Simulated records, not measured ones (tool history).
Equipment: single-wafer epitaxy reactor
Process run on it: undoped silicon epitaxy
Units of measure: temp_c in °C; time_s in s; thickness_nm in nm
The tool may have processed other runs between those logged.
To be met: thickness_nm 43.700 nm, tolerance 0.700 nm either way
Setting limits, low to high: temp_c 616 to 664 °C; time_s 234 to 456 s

run,hour,temp_c,time_s,thickness_nm
1,0.0,640,345,51.236
2,7.8,638,345,49.931
3,16.6,636,345,47.713
4,19.8,636,368,51.087
5,28.2,636,397,54.691
6,35.3,631,397,50.137
7,42.8,629,397,47.967
8,47.8,628,397,46.472

Which of these 5 next moves meets every target?
A,52.8,632,386,?
B,52.8,627,418,?
C,52.8,630,420,?
D,52.8,628,406,?
E,52.8,622,421,?

move,thickness_nm
A,49.243
B,48.251
C,51.486
D,47.816
E,43.930
A: the biggest miss grows against the last run
B: the biggest miss grows against the last run
C: the biggest miss grows against the last run
D: the biggest miss grows against the last run
E: all results in spec
Correct choice: E, which meets every target
